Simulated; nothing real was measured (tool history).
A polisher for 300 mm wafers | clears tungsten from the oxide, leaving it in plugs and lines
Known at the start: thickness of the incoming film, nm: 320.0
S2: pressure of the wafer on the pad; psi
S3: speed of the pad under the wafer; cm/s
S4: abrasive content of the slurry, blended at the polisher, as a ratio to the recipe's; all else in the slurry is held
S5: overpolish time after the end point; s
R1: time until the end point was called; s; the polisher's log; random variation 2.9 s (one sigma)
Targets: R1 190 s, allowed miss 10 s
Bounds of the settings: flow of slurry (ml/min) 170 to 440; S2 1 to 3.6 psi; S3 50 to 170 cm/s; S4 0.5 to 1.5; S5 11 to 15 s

{"run": 1, "day": 0.0, "flow of slurry (ml/min)": 280, "S2": 2.3, "S3": 110, "S4": 1, "S5": 15, "R1": 103.56}
{"run": 2, "day": 0.271, "flow of slurry (ml/min)": 220, "S2": 2.3, "S3": 110, "S4": 1, "S5": 15, "R1": 105.14}
{"run": 3, "day": 0.633, "flow of slurry (ml/min)": 175, "S2": 2.3, "S3": 110, "S4": 1, "S5": 15, "R1": 104.74}
{"run": 4, "day": 0.9, "flow of slurry (ml/min)": 175, "S2": 2.1, "S3": 108, "S4": 1, "S5": 15, "R1": 115.93}
{"run": 5, "day": 1.017, "flow of slurry (ml/min)": 175, "S2": 2.1, "S3": 108, "S4": 1, "S5": 11, "R1": 118.76}
{"run": 6, "day": 1.054, "flow of slurry (ml/min)": 175, "S2": 2.1, "S3": 108, "S4": 1, "S5": 15, "R1": 118.84}
{"run": 7, "day": 1.196, "flow of slurry (ml/min)": 175, "S2": 1.9, "S3": 108, "S4": 1, "S5": 15, "R1": 132.99}
{"run": 8, "day": 1.262, "flow of slurry (ml/min)": 175, "S2": 1.8, "S3": 108, "S4": 1, "S5": 15, "R1": 137.18}
{"run": 9, "day": 1.592, "flow of slurry (ml/min)": 175, "S2": 1.7, "S3": 108, "S4": 1, "S5": 15, "R1": 145.96}
{"run": 10, "day": 1.808, "flow of slurry (ml/min)": 175, "S2": 1.6, "S3": 108, "S4": 1, "S5": 15, "R1": 149.79}
{"run": 11, "day": 1.896, "flow of slurry (ml/min)": 175, "S2": 1.5, "S3": 108, "S4": 1, "S5": 15, "R1": 163.06}
{"run": 12, "day": 2.254, "flow of slurry (ml/min)": 175, "S2": 1.4, "S3": 108, "S4": 1, "S5": 15, "R1": 176.08}

Which of these 5 next moves meets every target?
{"run": "A", "day": 2.612, "flow of slurry (ml/min)": 170, "S2": 1.6, "S3": 102, "S4": 1, "S5": 15, "R1": "?"}
{"run": "B", "day": 2.612, "flow of slurry (ml/min)": 175, "S2": 1.4, "S3": 106, "S4": 1.1, "S5": 14, "R1": "?"}
{"run": "C", "day": 2.612, "flow of slurry (ml/min)": 185, "S2": 1.4, "S3": 116, "S4": 1.05, "S5": 15, "R1": "?"}
{"run": "D", "day": 2.612, "flow of slurry (ml/min)": 240, "S2": 1.3, "S3": 100, "S4": 1.15, "S5": 11, "R1": "?"}
{"run": "E", "day": 2.612, "flow of slurry (ml/min)": 190, "S2": 1.5, "S3": 116, "S4": 0.9, "S5": 11, "R1": "?"}

move=A R1=158.38
move=B R1=170.02
move=C R1=160.49
move=D R1=184.56
move=E R1=156.68
A: further off than the last run
B: further off than the last run
C: further off than the last run
D: meets every target
E: further off than the last run
Move D is the one to make.
